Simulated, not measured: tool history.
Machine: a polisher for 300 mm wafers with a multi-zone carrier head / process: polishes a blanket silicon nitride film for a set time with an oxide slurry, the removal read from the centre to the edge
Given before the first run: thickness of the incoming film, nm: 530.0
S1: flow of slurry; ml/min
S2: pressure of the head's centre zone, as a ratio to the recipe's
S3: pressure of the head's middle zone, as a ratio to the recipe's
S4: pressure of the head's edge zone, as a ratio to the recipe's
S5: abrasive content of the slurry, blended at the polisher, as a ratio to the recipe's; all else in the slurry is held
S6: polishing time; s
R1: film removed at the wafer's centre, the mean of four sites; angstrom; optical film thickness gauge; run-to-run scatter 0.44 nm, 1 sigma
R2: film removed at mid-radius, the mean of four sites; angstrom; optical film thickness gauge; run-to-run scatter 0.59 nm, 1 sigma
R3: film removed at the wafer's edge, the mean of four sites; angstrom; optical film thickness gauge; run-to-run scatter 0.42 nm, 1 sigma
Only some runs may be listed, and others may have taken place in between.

{"run": 1, "hour": 0.0, "S1": 200, "S2": 1.0, "S3": 1.0, "S4": 1.0, "S5": 1.0, "S6": 45, "R1": 344.32, "R2": 318.01, "R3": 333.86}
{"run": 2, "hour": 1.7, "S1": 210, "S2": 1.01, "S3": 1.02, "S4": 1.04, "S5": 1.1, "S6": 45, "R1": 370.41, "R2": 340.12, "R3": 354.16}
{"run": 3, "hour": 6.7, "S1": 210, "S2": 1.01, "S3": 1.02, "S4": 1.11, "S5": 1.1, "S6": 45, "R1": 367.21, "R2": 333.66, "R3": 372.1}
{"run": 4, "hour": 7.5, "S1": 210, "S2": 1.01, "S3": 1.02, "S4": 1.11, "S5": 1.1, "S6": 36, "R1": 290.34, "R2": 270.27, "R3": 289.48}
{"run": 5, "hour": 10.7, "S1": 210, "S2": 1.01, "S3": 1.1, "S4": 1.11, "S5": 1.1, "S6": 36, "R1": 292.0, "R2": 298.62, "R3": 290.55}
{"run": 6, "hour": 15.3, "S1": 210, "S2": 1.02, "S3": 1.09, "S4": 1.13, "S5": 1.2, "S6": 38, "R1": 325.12, "R2": 318.57, "R3": 323.41}
{"run": 7, "hour": 23.8, "S1": 230, "S2": 1.06, "S3": 1.12, "S4": 1.19, "S5": 1.45, "S6": 42, "R1": 407.58, "R2": 398.12, "R3": 398.46}
{"run": 8, "hour": 30.4, "S1": 230, "S2": 1.06, "S3": 1.1, "S4": 1.19, "S5": 1.45, "S6": 42, "R1": 414.9, "R2": 384.66, "R3": 403.64}
{"run": 9, "hour": 32.6, "S1": 235, "S2": 1.06, "S3": 1.1, "S4": 1.19, "S5": 1.45, "S6": 42, "R1": 411.96, "R2": 390.33, "R3": 403.96}
{"run": 10, "hour": 40.6, "S1": 235, "S2": 1.06, "S3": 1.1, "S4": 1.19, "S5": 1.45, "S6": 42, "R1": 417.73, "R2": 397.5, "R3": 404.59}

What will run 11 give?
{"run": 11, "hour": 47.6, "S1": 235, "S2": 1.06, "S3": 1.09, "S4": 1.19, "S5": 1.45, "S6": 42, "R1": "?", "R2": "?", "R3": "?"}

R1: 418.38 angstrom
R2: 384.84 angstrom
R3: 400.70 angstrom

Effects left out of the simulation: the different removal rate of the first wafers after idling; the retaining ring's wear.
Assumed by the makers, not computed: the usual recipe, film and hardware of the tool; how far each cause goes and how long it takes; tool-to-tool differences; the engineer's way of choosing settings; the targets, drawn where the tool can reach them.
